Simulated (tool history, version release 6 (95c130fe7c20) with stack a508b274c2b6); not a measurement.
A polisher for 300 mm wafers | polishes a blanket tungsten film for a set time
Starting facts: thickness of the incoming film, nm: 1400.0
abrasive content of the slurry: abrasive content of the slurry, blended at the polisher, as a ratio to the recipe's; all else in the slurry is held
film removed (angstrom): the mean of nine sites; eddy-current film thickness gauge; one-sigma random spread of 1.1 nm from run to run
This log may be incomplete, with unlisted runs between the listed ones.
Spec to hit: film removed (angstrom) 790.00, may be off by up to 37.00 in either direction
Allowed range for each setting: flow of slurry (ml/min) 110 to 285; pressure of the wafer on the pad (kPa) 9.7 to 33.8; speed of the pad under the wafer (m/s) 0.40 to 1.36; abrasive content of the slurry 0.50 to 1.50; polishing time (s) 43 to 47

| run | hour | flow of slurry (ml/min) | pressure of the wafer on the pad (kPa) | speed of the pad under the wafer (m/s) | abrasive content of the slurry | polishing time (s) | film removed (angstrom) |
|---|---|---|---|---|---|---|---|
| 1 | 0.0 | 180 | 21.4 | 0.88 | 1.00 | 47 | 1545.70 |
| 2 | 5.8 | 180 | 19.3 | 0.86 | 1.00 | 47 | 1379.10 |
| 3 | 14.0 | 180 | 17.9 | 0.84 | 1.00 | 47 | 1243.10 |
| 4 | 20.1 | 180 | 16.5 | 0.84 | 1.00 | 47 | 1195.30 |
| 5 | 23.5 | 145 | 16.5 | 0.84 | 1.00 | 47 | 1149.70 |
| 6 | 31.1 | 145 | 16.5 | 1.02 | 1.00 | 47 | 1393.30 |
| 7 | 31.7 | 145 | 15.9 | 0.98 | 1.00 | 47 | 1280.50 |
| 8 | 38.7 | 145 | 15.2 | 0.96 | 1.00 | 47 | 1214.60 |
| 9 | 44.6 | 145 | 14.5 | 0.94 | 1.00 | 47 | 1146.00 |
| 10 | 48.2 | 145 | 9.7 | 0.80 | 1.00 | 47 | 748.18 |

Consider the 4 candidate settings below. Which is the only one whose results all fall within their allowed miss of target?
| A | 51.8 | 110 | 16.5 | 0.60 | 0.75 | 44 | ? |
| B | 51.8 | 155 | 13.1 | 0.78 | 0.85 | 43 | ? |
| C | 51.8 | 115 | 10.3 | 0.78 | 0.75 | 47 | ? |
| D | 51.8 | 125 | 9.7 | 0.82 | 1.00 | 45 | ? |

| move | film removed (angstrom) |
|---|---|
| A | 699.85 |
| B | 797.57 |
| C | 679.26 |
| D | 698.31 |
A: further off than the last run
B: all results in spec
C: further off than the last run
D: further off than the last run
B is the move that brings every result within its allowed miss.
